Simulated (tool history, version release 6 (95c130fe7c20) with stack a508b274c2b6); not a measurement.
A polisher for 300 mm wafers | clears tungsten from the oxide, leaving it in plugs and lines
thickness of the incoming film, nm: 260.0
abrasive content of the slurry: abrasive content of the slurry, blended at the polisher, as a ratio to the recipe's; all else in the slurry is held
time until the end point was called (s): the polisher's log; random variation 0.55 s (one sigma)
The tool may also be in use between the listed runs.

run,hour,flow of slurry (ml/min),pressure of the wafer on the pad (psi),speed of the pad under the wafer (m/s),abrasive content of the slurry,overpolish time after the end point (s),time until the end point was called (s)
1,0,250,4.2,1.16,1,19,54.691
2,8.6,250,4.9,1.16,1,19,46.36
3,16.8,250,5.2,1.18,1,19,42.527
4,18.7,200,5.2,1.18,1,19,43.478
5,23.4,200,5.5,1.2,1,19,41.364
6,30.1,200,5.7,1.24,1,19,38.301
7,32.9,200,5.9,1.26,1,19,36.9
8,36.8,200,6,1.3,1,19,34.238

Forecast run 9:
9,42.4,200,6.1,1.32,1,19,?

time until the end point was called (s): 33.554
